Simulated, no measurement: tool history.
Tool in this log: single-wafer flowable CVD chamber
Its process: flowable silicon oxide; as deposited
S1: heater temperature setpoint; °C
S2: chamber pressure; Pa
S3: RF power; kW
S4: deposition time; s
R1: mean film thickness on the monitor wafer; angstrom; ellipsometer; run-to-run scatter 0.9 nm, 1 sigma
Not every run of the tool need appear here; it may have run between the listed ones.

run	hour	S1	S2	S3	S4	R1
1	0	90	95.5	1.655	342	2553.1
2	5.7	99	95.5	1.655	342	1971.3
3	14.5	99	105.9	1.655	342	2173.1
4	22.2	99	97.6	1.655	342	2006.3
5	22.8	99	90.1	1.655	342	1860.9
6	29	99	90.1	1.44	342	1766.3

Run 7 comes next. What will it give?
7	37.3	100	90.1	1.44	342	?

R1: 1716.8 angstrom
